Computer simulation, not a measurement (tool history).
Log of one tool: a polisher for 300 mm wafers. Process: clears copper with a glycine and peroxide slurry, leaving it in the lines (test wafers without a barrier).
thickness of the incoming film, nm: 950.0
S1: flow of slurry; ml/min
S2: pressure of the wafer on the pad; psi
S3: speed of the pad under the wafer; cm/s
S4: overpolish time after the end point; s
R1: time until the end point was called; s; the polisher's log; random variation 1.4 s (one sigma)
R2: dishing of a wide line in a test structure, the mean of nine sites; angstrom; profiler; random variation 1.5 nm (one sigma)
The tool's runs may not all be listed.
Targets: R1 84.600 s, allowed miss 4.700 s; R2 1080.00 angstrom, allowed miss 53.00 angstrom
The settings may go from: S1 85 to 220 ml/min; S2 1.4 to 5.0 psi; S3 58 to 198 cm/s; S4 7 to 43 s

run	hour	S1	S2	S3	S4	R1	R2
1	0.0	140	3.2	128	22	155.120	699.38
2	2.0	140	3.7	132	23	141.210	790.14
3	6.2	140	4.0	132	23	130.430	810.71
4	12.8	145	4.3	140	23	114.230	834.84
5	20.7	145	4.5	146	24	105.970	910.40
6	22.8	145	4.6	150	25	104.230	960.77
7	28.9	150	4.7	154	25	98.243	932.66
8	36.0	150	4.8	158	26	93.449	972.68
9	38.9	160	5.0	164	29	85.564	1011.00

4 next moves are on the table. One of them brings every result within its allowed miss. Which?
A	41.8	220	5.0	178	22	?	?
B	41.8	130	5.0	176	21	?	?
C	41.8	100	5.0	182	34	?	?
D	41.8	205	5.0	178	33	?	?

move	R1	R2
A	74.386	986.82
B	81.483	943.69
C	83.548	1062.90
D	75.037	1077.40
A: further off than the last run
B: further off than the last run
C: meets every target
D: brings the result that was furthest off to its target, and leaves another outside
Answer: C
